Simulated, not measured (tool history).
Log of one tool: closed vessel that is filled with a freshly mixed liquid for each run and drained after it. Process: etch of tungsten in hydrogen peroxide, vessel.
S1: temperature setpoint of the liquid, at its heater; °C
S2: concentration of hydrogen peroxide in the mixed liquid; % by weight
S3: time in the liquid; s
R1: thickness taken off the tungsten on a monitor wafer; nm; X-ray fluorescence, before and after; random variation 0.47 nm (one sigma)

run	day	S1	S2	S3	R1
1	0	48	17.5	95	130.44
2	0.133	44.5	17.5	95	105.42
3	0.288	42	17.5	95	92.005
4	0.55	42	19	95	93.51
5	0.808	48.5	19	95	141.17
6	1.179	45	19	95	112.87
7	1.358	42.5	19	95	98.101
8	1.504	40.5	19	95	84.807

Run 9 comes next. What will it give?
9	1.808	39	19	95	?

{"run 9": {"R1": 78.638}}
